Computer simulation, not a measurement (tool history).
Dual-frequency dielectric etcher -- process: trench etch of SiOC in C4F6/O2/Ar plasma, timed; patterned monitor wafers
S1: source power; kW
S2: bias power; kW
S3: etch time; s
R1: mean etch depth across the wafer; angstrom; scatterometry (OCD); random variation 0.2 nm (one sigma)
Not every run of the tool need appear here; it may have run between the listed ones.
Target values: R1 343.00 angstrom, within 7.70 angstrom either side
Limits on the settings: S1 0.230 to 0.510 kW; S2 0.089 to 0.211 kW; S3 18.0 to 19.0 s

run,hour,S1,S2,S3,R1
1,0.0,0.370,0.150,18.0,308.55
2,5.4,0.390,0.152,18.0,314.92
3,7.3,0.350,0.152,18.0,299.65
4,8.6,0.370,0.154,18.0,307.49
5,10.1,0.370,0.154,18.0,309.22
# hour 11.8: wet clean of the chamber
6,11.8,0.370,0.133,18.0,290.90
7,19.9,0.400,0.135,18.0,302.93
8,24.0,0.420,0.137,18.0,313.32
9,28.3,0.440,0.138,18.0,318.63
10,33.3,0.450,0.139,18.0,328.23

Which one of the following 4 next-run settings gets every result inside its allowed miss? There is exactly one.
A,38.3,0.420,0.143,18.0,?
B,38.3,0.450,0.135,19.0,?
C,38.3,0.460,0.134,18.0,?
D,38.3,0.430,0.127,18.5,?

move,R1
A,316.90
B,341.31
C,326.31
D,319.91
A: misses by more than the last run did
B: every result within its allowed miss
C: misses by more than the last run did
D: misses by more than the last run did
Correct choice: B, which meets every target
